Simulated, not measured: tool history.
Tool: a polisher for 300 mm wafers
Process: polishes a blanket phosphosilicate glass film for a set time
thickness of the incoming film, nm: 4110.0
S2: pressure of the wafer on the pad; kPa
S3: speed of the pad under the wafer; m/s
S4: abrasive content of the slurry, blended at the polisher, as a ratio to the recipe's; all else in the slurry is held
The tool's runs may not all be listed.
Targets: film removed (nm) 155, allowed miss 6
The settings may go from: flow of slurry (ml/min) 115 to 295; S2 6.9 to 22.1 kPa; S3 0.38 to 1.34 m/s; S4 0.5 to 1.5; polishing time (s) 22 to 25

Run 1, hour 0: flow of slurry (ml/min) 190, S2 14.5 kPa, S3 0.86 m/s, S4 1, polishing time (s) 25. Result: film removed (nm) 91.018.
Run 2, hour 4.7: flow of slurry (ml/min) 190, S2 12.4 kPa, S3 0.86 m/s, S4 1, polishing time (s) 25. Result: film removed (nm) 80.291.
Run 3, hour 12.7: flow of slurry (ml/min) 190, S2 15.9 kPa, S3 0.88 m/s, S4 1, polishing time (s) 25. Result: film removed (nm) 98.696.
Run 4, hour 15.2: flow of slurry (ml/min) 190, S2 15.9 kPa, S3 0.88 m/s, S4 1, polishing time (s) 25. Result: film removed (nm) 100.03.
Run 5, hour 22.5: flow of slurry (ml/min) 190, S2 17.9 kPa, S3 0.9 m/s, S4 1, polishing time (s) 25. Result: film removed (nm) 109.83.
Run 6, hour 26.2: flow of slurry (ml/min) 190, S2 14.5 kPa, S3 0.9 m/s, S4 1, polishing time (s) 25. Result: film removed (nm) 92.392.
Run 7, hour 31.4: flow of slurry (ml/min) 190, S2 17.2 kPa, S3 0.94 m/s, S4 1, polishing time (s) 25. Result: film removed (nm) 108.02.
Run 8, hour 38.4: flow of slurry (ml/min) 195, S2 18.6 kPa, S3 1 m/s, S4 1, polishing time (s) 25. Result: film removed (nm) 119.23.
Run 9, hour 39.3: flow of slurry (ml/min) 195, S2 18.6 kPa, S3 1 m/s, S4 1, polishing time (s) 25. Result: film removed (nm) 122.32.
Run 10, hour 43.5: flow of slurry (ml/min) 195, S2 20 kPa, S3 1.02 m/s, S4 1, polishing time (s) 25. Result: film removed (nm) 129.35.
Run 11, hour 44.1: flow of slurry (ml/min) 195, S2 20.7 kPa, S3 1.06 m/s, S4 1, polishing time (s) 25. Result: film removed (nm) 135.27.
Run 12, hour 47.2: flow of slurry (ml/min) 195, S2 21.4 kPa, S3 1.1 m/s, S4 1, polishing time (s) 25. Result: film removed (nm) 140.45.
Run 13, hour 48.4: flow of slurry (ml/min) 195, S2 21.4 kPa, S3 1.1 m/s, S4 1, polishing time (s) 25. Result: film removed (nm) 141.14.
Run 14, hour 54.1: flow of slurry (ml/min) 200, S2 21.4 kPa, S3 1.14 m/s, S4 1, polishing time (s) 25. Result: film removed (nm) 144.55.
Run 15, hour 61.3: flow of slurry (ml/min) 200, S2 21.4 kPa, S3 1.16 m/s, S4 1, polishing time (s) 25. Result: film removed (nm) 145.58.
Run 16, hour 69.2: flow of slurry (ml/min) 200, S2 21.4 kPa, S3 1.18 m/s, S4 1, polishing time (s) 25. Result: film removed (nm) 147.53.
Run 17, hour 74.1: flow of slurry (ml/min) 200, S2 21.4 kPa, S3 1.2 m/s, S4 1, polishing time (s) 25. Result: film removed (nm) 147.55.

4 next moves are on the table. One of them brings every result within its allowed miss. Which?
Run A, hour 79: flow of slurry (ml/min) 185, S2 21.4 kPa, S3 1.34 m/s, S4 1.1, polishing time (s) 24. Result: film removed (nm) ?.
Run B, hour 79: flow of slurry (ml/min) 220, S2 20 kPa, S3 1.16 m/s, S4 1.15, polishing time (s) 24. Result: film removed (nm) ?.
Run C, hour 79: flow of slurry (ml/min) 195, S2 20 kPa, S3 1.2 m/s, S4 1.15, polishing time (s) 23. Result: film removed (nm) ?.
Run D, hour 79: flow of slurry (ml/min) 205, S2 22.1 kPa, S3 1.06 m/s, S4 0.95, polishing time (s) 24. Result: film removed (nm) ?.

move  film removed (nm)
   A             155.29
   B             143.47
   C             137.56
   D             133.59
A: meets every target
B: further off than the last run
C: further off than the last run
D: further off than the last run
The right move is A.
